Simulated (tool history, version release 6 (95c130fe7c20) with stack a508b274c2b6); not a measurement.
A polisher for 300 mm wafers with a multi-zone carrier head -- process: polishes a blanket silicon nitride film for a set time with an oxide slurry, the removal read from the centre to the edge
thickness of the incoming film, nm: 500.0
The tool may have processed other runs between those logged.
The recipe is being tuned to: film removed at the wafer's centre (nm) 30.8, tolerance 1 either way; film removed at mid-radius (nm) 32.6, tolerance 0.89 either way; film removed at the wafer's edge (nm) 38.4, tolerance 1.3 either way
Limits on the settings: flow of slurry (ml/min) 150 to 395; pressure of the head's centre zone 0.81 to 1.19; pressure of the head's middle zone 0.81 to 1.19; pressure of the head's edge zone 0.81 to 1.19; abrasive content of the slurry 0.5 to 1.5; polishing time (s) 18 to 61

run  hour  flow of slurry (ml/min)  pressure of the head's centre zone  pressure of the head's middle zone  pressure of the head's edge zone  abrasive content of the slurry  polishing time (s)  film removed at the wafer's centre (nm)  film removed at mid-radius (nm)  film removed at the wafer's edge (nm)
  1     0                      250                                   1                                   1                                 1                               1                  39                                   27.361                           28.968                                 28.105
  2   8.2                      255                                0.98                                0.98                              1.04                             1.1                  39                                   28.116                           29.543                                 29.508
  3  11.8                      255                                0.98                                0.98                              1.04                            1.25                  39                                   29.106                           30.294                                 31.353
  4  17.3                      260                                0.96                                0.97                              1.07                             1.3                  39                                    29.21                           30.871                                 31.995
  5  22.4                      250                                0.94                                0.95                               1.1                            1.35                  40                                   29.592                           31.178                                 33.501
  6  24.9                      250                                0.94                                0.95                               1.1                            1.35                  36                                   27.002                           28.251                                 30.343
  7  31.7                      245                                0.92                                0.94                              1.12                             1.4                  38                                   27.631                           29.805                                 32.581
  8  36.1                      250                                0.91                                0.93                              1.14                             1.4                  39                                   28.279                           30.707                                 34.082
  9  42.3                      320                                 0.9                                0.87                              1.19                             1.5                  40                                   30.221                           30.921                                 36.793

Which one of the following 4 next-run settings gets every result inside its allowed miss? There is exactly one.
  A  48.5                      305                                0.91                                 0.9                              1.19                             1.4                  42                                        ?                                ?                                      ?
  B  48.5                      315                                0.84                                0.86                              1.11                            1.35                  42                                        ?                                ?                                      ?
  C  48.5                      215                                0.84                                0.81                              1.18                             1.5                  44                                        ?                                ?                                      ?
  D  48.5                      360                                0.87                                0.94                              1.17                            1.35                  40                                        ?                                ?                                      ?

move  film removed at the wafer's centre (nm)  film removed at mid-radius (nm)  film removed at the wafer's edge (nm)
   A                                    30.75                           32.532                                 37.875
   B                                   28.106                            31.06                                 36.196
   C                                   28.939                           30.619                                 39.145
   D                                   28.124                           32.229                                 35.716
A: all results land within tolerance of their targets
B: lands further from the targets than the last run did
C: lands further from the targets than the last run did
D: puts the biggest miss on target and leaves a different result outside tolerance
Go with A: it meets all targets.

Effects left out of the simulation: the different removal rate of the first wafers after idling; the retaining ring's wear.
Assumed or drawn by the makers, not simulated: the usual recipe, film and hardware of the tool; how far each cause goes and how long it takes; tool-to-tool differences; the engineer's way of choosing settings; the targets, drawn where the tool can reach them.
